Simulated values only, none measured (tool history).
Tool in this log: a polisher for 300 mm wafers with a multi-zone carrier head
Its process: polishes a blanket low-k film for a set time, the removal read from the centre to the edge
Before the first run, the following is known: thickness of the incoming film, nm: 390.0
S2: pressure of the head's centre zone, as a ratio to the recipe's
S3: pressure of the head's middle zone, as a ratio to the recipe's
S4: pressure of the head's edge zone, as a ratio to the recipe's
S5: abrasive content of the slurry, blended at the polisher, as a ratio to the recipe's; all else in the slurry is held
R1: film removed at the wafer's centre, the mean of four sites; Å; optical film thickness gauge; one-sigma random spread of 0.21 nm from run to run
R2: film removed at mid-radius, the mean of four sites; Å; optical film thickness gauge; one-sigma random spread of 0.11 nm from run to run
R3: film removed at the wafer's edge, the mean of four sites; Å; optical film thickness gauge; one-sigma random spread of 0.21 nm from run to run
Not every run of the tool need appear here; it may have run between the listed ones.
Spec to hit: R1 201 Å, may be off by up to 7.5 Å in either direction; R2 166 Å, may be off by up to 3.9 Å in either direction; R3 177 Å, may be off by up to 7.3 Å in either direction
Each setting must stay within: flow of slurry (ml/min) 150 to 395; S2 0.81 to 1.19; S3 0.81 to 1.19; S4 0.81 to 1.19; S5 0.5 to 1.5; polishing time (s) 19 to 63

Run 1, hour 0: flow of slurry (ml/min) 250, S2 1, S3 1, S4 1, S5 1, polishing time (s) 41. Result: R1 192.33 Å, R2 195.56 Å, R3 189.76 Å.
Run 2, hour 1.7: flow of slurry (ml/min) 250, S2 1.04, S3 1, S4 1, S5 1, polishing time (s) 41. Result: R1 197.56 Å, R2 194.47 Å, R3 197.19 Å.
Run 3, hour 2.7: flow of slurry (ml/min) 250, S2 1.04, S3 1, S4 0.95, S5 1, polishing time (s) 41. Result: R1 197.7 Å, R2 195.36 Å, R3 190.07 Å.
Run 4, hour 3.7: flow of slurry (ml/min) 250, S2 1.04, S3 1, S4 0.95, S5 1.1, polishing time (s) 41. Result: R1 210.58 Å, R2 205.51 Å, R3 201.68 Å.
Run 5, hour 10.4: flow of slurry (ml/min) 250, S2 1.04, S3 0.96, S4 0.95, S5 1.1, polishing time (s) 41. Result: R1 207.86 Å, R2 200.42 Å, R3 196.8 Å.
At hour 14.2: worn pad replaced by a new one.
Run 6, hour 14.2: flow of slurry (ml/min) 250, S2 1.04, S3 0.96, S4 0.95, S5 1.1, polishing time (s) 34. Result: R1 190.45 Å, R2 178.9 Å, R3 183.03 Å.
Run 7, hour 23.1: flow of slurry (ml/min) 245, S2 1.05, S3 0.95, S4 0.94, S5 1.1, polishing time (s) 34. Result: R1 192.15 Å, R2 176.77 Å, R3 177.26 Å.
Run 8, hour 31: flow of slurry (ml/min) 240, S2 1.06, S3 0.94, S4 0.94, S5 1.1, polishing time (s) 34. Result: R1 189.64 Å, R2 176.81 Å, R3 177.77 Å.
Run 9, hour 33: flow of slurry (ml/min) 245, S2 1.07, S3 0.93, S4 0.94, S5 1.1, polishing time (s) 34. Result: R1 192.06 Å, R2 175.33 Å, R3 179.95 Å.
Run 10, hour 33.9: flow of slurry (ml/min) 245, S2 1.08, S3 0.92, S4 0.93, S5 1.1, polishing time (s) 34. Result: R1 194.05 Å, R2 172.7 Å, R3 179.21 Å.
Run 11, hour 37.3: flow of slurry (ml/min) 245, S2 1.09, S3 0.91, S4 0.93, S5 1.1, polishing time (s) 34. Result: R1 194.51 Å, R2 171.64 Å, R3 176.84 Å.
Run 12, hour 43.7: flow of slurry (ml/min) 245, S2 1.1, S3 0.9, S4 0.93, S5 1.1, polishing time (s) 34. Result: R1 195.01 Å, R2 171.01 Å, R3 177.34 Å.
Run 13, hour 50.6: flow of slurry (ml/min) 245, S2 1.1, S3 0.9, S4 0.93, S5 1.1, polishing time (s) 34. Result: R1 197.39 Å, R2 170.24 Å, R3 177.81 Å.

Pick the move, out of 4, that brings all results within their allowed miss; only one does.
Run A, hour 57.5: flow of slurry (ml/min) 315, S2 1.19, S3 0.91, S4 0.84, S5 1.05, polishing time (s) 33. Result: R1 ?, R2 ?, R3 ?.
Run B, hour 57.5: flow of slurry (ml/min) 325, S2 1.17, S3 0.9, S4 0.98, S5 1.3, polishing time (s) 30. Result: R1 ?, R2 ?, R3 ?.
Run C, hour 57.5: flow of slurry (ml/min) 190, S2 1.03, S3 0.98, S4 0.99, S5 1, polishing time (s) 36. Result: R1 ?, R2 ?, R3 ?.
Run D, hour 57.5: flow of slurry (ml/min) 180, S2 1.15, S3 0.81, S4 0.9, S5 1.2, polishing time (s) 34. Result: R1 ?, R2 ?, R3 ?.

move      R1      R2      R3
   A   204.6  165.78  165.09
   B  203.12  165.08  177.96
   C  184.05  176.19  180.98
   D   202.6  154.94  177.56
A: meets the target for the result that was furthest off, but another lies outside its allowed miss
B: all results land within tolerance of their targets
C: further off than the last run
D: takes the result that was furthest off past its target
Go with B: it meets all targets.

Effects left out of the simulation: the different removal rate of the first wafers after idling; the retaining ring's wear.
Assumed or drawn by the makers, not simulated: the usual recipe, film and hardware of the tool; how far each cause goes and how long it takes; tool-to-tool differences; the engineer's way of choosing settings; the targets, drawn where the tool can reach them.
